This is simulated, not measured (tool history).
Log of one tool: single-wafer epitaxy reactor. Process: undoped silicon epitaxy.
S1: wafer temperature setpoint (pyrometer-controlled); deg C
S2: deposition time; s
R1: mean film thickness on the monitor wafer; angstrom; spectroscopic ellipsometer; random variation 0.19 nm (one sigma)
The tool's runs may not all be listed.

run	hour	S1	S2	R1
1	0.0	640	407	538.89
2	1.8	630	407	421.19
3	6.7	621	407	334.24
4	12.8	621	442	365.59
5	21.7	625	442	404.50
6	30.6	621	442	365.35
7	35.7	625	442	403.53
8	41.7	628	442	435.32
9	48.2	630	442	460.35
10	50.3	632	442	481.07
11	53.2	634	442	503.84
12	54.2	635	442	516.27
13	54.7	636	442	530.00

Forecast run 14:
14	59.2	637	442	?

R1: 542.82 angstrom
